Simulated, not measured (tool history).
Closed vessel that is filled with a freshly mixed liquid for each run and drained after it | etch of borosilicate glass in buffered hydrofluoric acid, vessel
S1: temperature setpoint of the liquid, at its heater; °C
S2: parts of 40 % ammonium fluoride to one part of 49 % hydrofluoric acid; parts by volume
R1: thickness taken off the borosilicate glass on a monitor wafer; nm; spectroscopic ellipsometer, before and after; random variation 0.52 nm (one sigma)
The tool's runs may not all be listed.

{"run": 1, "hour": 0.0, "S1": 24.0, "S2": 11.5, "time in the liquid (s)": 105, "R1": 114.49}
{"run": 2, "hour": 1.8, "S1": 24.0, "S2": 11.5, "time in the liquid (s)": 115, "R1": 127.24}
{"run": 3, "hour": 7.6, "S1": 22.5, "S2": 12.0, "time in the liquid (s)": 115, "R1": 111.74}
{"run": 4, "hour": 8.2, "S1": 25.0, "S2": 12.0, "time in the liquid (s)": 115, "R1": 128.49}
{"run": 5, "hour": 13.5, "S1": 25.0, "S2": 12.0, "time in the liquid (s)": 105, "R1": 117.84}
{"run": 6, "hour": 18.3, "S1": 23.5, "S2": 12.0, "time in the liquid (s)": 105, "R1": 107.75}
{"run": 7, "hour": 23.2, "S1": 22.5, "S2": 12.0, "time in the liquid (s)": 105, "R1": 102.43}
{"run": 8, "hour": 26.7, "S1": 22.5, "S2": 12.0, "time in the liquid (s)": 105, "R1": 102.27}
{"run": 9, "hour": 30.4, "S1": 21.5, "S2": 12.0, "time in the liquid (s)": 105, "R1": 97.195}

Forecast run 10:
{"run": 10, "hour": 32.7, "S1": 20.5, "S2": 12.0, "time in the liquid (s)": 105, "R1": "?"}

Run 10 gave R1 92.223 nm.
